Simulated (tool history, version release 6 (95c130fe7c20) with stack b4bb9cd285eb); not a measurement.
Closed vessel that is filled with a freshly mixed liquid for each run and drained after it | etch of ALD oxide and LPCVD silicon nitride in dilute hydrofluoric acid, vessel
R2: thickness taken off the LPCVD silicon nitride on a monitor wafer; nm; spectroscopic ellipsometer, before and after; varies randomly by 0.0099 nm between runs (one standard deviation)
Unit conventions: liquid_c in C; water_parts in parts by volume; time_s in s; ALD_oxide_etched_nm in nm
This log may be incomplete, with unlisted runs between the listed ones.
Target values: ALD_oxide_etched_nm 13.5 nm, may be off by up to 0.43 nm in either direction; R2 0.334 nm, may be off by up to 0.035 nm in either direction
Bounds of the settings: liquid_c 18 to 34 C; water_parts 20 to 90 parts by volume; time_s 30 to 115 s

run 1 day=0 | liquid_c=26 water_parts=50 time_s=60 | ALD_oxide_etched_nm=31.027 R2=0.77414
run 2 day=0.05 | liquid_c=25 water_parts=60 time_s=60 | ALD_oxide_etched_nm=24.367 R2=0.59206
run 3 day=0.288 | liquid_c=24.5 water_parts=65 time_s=60 | ALD_oxide_etched_nm=22.029 R2=0.52121
run 4 day=0.383 | liquid_c=24.5 water_parts=70 time_s=60 | ALD_oxide_etched_nm=20.249 R2=0.52211
run 5 day=0.467 | liquid_c=24.5 water_parts=70 time_s=50 | ALD_oxide_etched_nm=17 R2=0.4213
run 6 day=0.729 | liquid_c=24.5 water_parts=55 time_s=50 | ALD_oxide_etched_nm=22.141 R2=0.5466
run 7 day=1.062 | liquid_c=23.5 water_parts=60 time_s=50 | ALD_oxide_etched_nm=19.446 R2=0.45219
run 8 day=1.171 | liquid_c=23.5 water_parts=65 time_s=50 | ALD_oxide_etched_nm=17.59 R2=0.40158
run 9 day=1.317 | liquid_c=23.5 water_parts=70 time_s=50 | ALD_oxide_etched_nm=16.159 R2=0.4051
run 10 day=1.638 | liquid_c=23 water_parts=70 time_s=50 | ALD_oxide_etched_nm=16.057 R2=0.37472
run 11 day=1.942 | liquid_c=23 water_parts=75 time_s=50 | ALD_oxide_etched_nm=14.557 R2=0.36298
run 12 day=2.183 | liquid_c=22.5 water_parts=75 time_s=50 | ALD_oxide_etched_nm=14.493 R2=0.33545
run 13 day=2.433 | liquid_c=23 water_parts=75 time_s=50 | ALD_oxide_etched_nm=14.701 R2=0.36754
run 14 day=2.758 | liquid_c=22.5 water_parts=75 time_s=50 | ALD_oxide_etched_nm=14.388 R2=0.34829

Below are 5 possible settings for the next run. Only one of them brings all results inside the allowed miss of their targets. Which is it?
run A day=3.083 | liquid_c=21.5 water_parts=75 time_s=55 | ALD_oxide_etched_nm=? R2=?
run B day=3.083 | liquid_c=20.5 water_parts=50 time_s=30 | ALD_oxide_etched_nm=? R2=?
run C day=3.083 | liquid_c=24 water_parts=85 time_s=50 | ALD_oxide_etched_nm=? R2=?
run D day=3.083 | liquid_c=19 water_parts=50 time_s=35 | ALD_oxide_etched_nm=? R2=?
run E day=3.083 | liquid_c=18.5 water_parts=50 time_s=45 | ALD_oxide_etched_nm=? R2=?

move=A ALD_oxide_etched_nm=15.217 R2=0.33098
move=B ALD_oxide_etched_nm=12.308 R2=0.25042
move=C ALD_oxide_etched_nm=13.346 R2=0.31472
move=D ALD_oxide_etched_nm=13.471 R2=0.26319
move=E ALD_oxide_etched_nm=16.953 R2=0.32672
A: the biggest miss grows against the last run
B: carries the result that was furthest off beyond its target, to the other side
C: hits every target within its allowed miss
D: meets the target for the result that was furthest off, but another lies outside its allowed miss
E: the biggest miss grows against the last run
Go with C: it meets all targets.

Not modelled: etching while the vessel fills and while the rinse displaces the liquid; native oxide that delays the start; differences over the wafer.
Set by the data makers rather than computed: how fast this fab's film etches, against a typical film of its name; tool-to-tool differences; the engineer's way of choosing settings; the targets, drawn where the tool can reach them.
